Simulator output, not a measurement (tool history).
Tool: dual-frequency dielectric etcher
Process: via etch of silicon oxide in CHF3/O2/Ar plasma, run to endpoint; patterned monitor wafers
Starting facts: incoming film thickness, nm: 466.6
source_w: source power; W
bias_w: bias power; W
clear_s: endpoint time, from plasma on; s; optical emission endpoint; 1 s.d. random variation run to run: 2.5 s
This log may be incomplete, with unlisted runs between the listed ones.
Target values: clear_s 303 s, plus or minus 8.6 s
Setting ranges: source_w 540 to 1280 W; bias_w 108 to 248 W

run,hour,source_w,bias_w,clear_s
1,0,910,178,245.97
2,1,840,178,253.21
3,4.8,980,178,240.29
4,9.1,890,178,245.14
5,12.9,810,164,259.45
6,14,740,154,274.36
7,22.4,740,154,274.49
8,29.1,700,150,284.12
9,31,670,148,286.75
10,32.4,650,146,290.06
11,41.1,630,145,292.23

Exercise: of the 4 proposed moves below, exactly one satisfies all targets within the stated allowed misses. Which move is it?
A,49.8,710,142,?
B,49.8,660,125,?
C,49.8,670,156,?
D,49.8,560,179,?

move,clear_s
A,287.5
B,306.14
C,283.88
D,285.92
A: misses by more than the last run did
B: meets every target
C: misses by more than the last run did
D: misses by more than the last run did
Go with B: it meets all targets.
